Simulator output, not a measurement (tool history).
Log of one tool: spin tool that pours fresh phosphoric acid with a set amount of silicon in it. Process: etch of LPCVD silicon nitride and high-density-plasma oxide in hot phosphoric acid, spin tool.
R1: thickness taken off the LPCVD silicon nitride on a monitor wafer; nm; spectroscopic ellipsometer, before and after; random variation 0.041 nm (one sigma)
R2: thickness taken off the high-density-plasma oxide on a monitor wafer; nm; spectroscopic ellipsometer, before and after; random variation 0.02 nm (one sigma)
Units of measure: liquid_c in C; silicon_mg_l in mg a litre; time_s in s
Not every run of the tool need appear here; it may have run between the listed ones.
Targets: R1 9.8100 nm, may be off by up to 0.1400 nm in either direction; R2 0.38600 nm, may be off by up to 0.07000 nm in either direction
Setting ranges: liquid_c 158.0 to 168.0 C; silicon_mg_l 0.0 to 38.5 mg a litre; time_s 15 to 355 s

run 1 hour=0.0 | liquid_c=163.0 silicon_mg_l=17.0 time_s=180 | R1=18.2420 R2=0.69478
run 2 hour=3.6 | liquid_c=162.0 silicon_mg_l=15.0 time_s=160 | R1=15.6510 R2=0.61256
run 3 hour=4.4 | liquid_c=161.0 silicon_mg_l=14.0 time_s=145 | R1=13.7630 R2=0.57307
run 4 hour=6.5 | liquid_c=162.0 silicon_mg_l=14.0 time_s=145 | R1=14.2870 R2=0.56570
run 5 hour=11.5 | liquid_c=160.0 silicon_mg_l=14.0 time_s=145 | R1=13.3970 R2=0.52149
run 6 hour=13.8 | liquid_c=160.0 silicon_mg_l=14.0 time_s=210 | R1=19.2480 R2=0.77003
run 7 hour=18.3 | liquid_c=158.0 silicon_mg_l=10.0 time_s=120 | R1=10.2870 R2=0.37660
run 8 hour=20.1 | liquid_c=158.0 silicon_mg_l=9.0 time_s=120 | R1=10.3250 R2=0.39628
run 9 hour=27.9 | liquid_c=158.0 silicon_mg_l=8.5 time_s=120 | R1=10.2790 R2=0.37064
run 10 hour=30.3 | liquid_c=158.0 silicon_mg_l=7.0 time_s=120 | R1=10.2740 R2=0.39572
run 11 hour=31.7 | liquid_c=158.0 silicon_mg_l=6.5 time_s=120 | R1=10.3160 R2=0.42648
run 12 hour=35.2 | liquid_c=158.0 silicon_mg_l=8.5 time_s=110 | R1=9.5013 R2=0.38296
run 13 hour=44.3 | liquid_c=158.0 silicon_mg_l=9.0 time_s=110 | R1=9.4285 R2=0.34370
run 14 hour=49.2 | liquid_c=158.0 silicon_mg_l=8.5 time_s=110 | R1=9.4102 R2=0.37206
run 15 hour=51.3 | liquid_c=158.0 silicon_mg_l=9.0 time_s=110 | R1=9.4967 R2=0.40569
run 16 hour=59.3 | liquid_c=158.0 silicon_mg_l=9.5 time_s=110 | R1=9.5031 R2=0.36135
run 17 hour=62.6 | liquid_c=158.5 silicon_mg_l=9.5 time_s=110 | R1=9.6197 R2=0.36923

Consider the 4 candidate settings below. Which is the only one whose results all fall within their allowed miss of target?
run A hour=65.9 | liquid_c=163.0 silicon_mg_l=0.0 time_s=100 | R1=? R2=?
run B hour=65.9 | liquid_c=161.5 silicon_mg_l=0.0 time_s=105 | R1=? R2=?
run C hour=65.9 | liquid_c=160.5 silicon_mg_l=0.0 time_s=110 | R1=? R2=?
run D hour=65.9 | liquid_c=159.0 silicon_mg_l=10.0 time_s=110 | R1=? R2=?

move=A R1=10.1520 R2=0.58024
move=B R1=10.1410 R2=0.54579
move=C R1=10.2750 R2=0.53112
move=D R1=9.7694 R2=0.38879
A: takes the result that was furthest off past its target
B: takes the result that was furthest off past its target
C: takes the result that was furthest off past its target
D: every result lands within tolerance
The move that meets every target is D.

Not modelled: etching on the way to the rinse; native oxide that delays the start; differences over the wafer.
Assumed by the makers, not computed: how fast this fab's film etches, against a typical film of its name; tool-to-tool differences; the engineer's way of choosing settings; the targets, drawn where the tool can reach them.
